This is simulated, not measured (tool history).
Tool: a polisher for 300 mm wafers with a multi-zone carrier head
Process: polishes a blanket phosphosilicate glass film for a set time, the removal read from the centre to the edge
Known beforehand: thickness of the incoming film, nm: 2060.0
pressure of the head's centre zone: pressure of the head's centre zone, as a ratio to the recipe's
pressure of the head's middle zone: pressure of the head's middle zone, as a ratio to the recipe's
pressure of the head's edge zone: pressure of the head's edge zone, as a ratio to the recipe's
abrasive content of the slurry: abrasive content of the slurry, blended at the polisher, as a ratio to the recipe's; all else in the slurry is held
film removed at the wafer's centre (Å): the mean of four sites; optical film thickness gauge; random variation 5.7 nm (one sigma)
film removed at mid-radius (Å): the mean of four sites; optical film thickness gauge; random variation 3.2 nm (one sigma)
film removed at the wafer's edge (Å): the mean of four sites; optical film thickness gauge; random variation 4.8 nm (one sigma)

| run | hour | flow of slurry (ml/min) | pressure of the head's centre zone | pressure of the head's middle zone | pressure of the head's edge zone | abrasive content of the slurry | polishing time (s) | film removed at the wafer's centre (Å) | film removed at mid-radius (Å) | film removed at the wafer's edge (Å) |
|---|---|---|---|---|---|---|---|---|---|---|
| 1 | 0 | 200 | 1 | 1 | 1 | 1 | 81 | 5350.8 | 5311.8 | 5276.9 |
| 2 | 3.3 | 200 | 1 | 1 | 1 | 1 | 98 | 6486 | 6415.9 | 6419.3 |
| 3 | 11.7 | 195 | 0.98 | 0.97 | 0.97 | 0.9 | 98 | 6028.7 | 5955.6 | 6081.5 |
| 4 | 16.7 | 190 | 0.98 | 0.95 | 0.94 | 0.8 | 98 | 5674.7 | 5479 | 5552.1 |
| 5 | 17.4 | 190 | 0.98 | 1.02 | 0.94 | 0.8 | 98 | 5689.4 | 5822.2 | 5547.8 |
| 6 | 21 | 180 | 0.97 | 0.98 | 0.92 | 0.75 | 98 | 5381.7 | 5431.4 | 5430.7 |

Run 7 is up next; what results do you expect?
| 7 | 29.5 | 180 | 0.97 | 0.96 | 0.9 | 0.7 | 98 | ? | ? | ? |

film removed at the wafer's centre (Å): 5154
film removed at mid-radius (Å): 5291
film removed at the wafer's edge (Å): 5082.6

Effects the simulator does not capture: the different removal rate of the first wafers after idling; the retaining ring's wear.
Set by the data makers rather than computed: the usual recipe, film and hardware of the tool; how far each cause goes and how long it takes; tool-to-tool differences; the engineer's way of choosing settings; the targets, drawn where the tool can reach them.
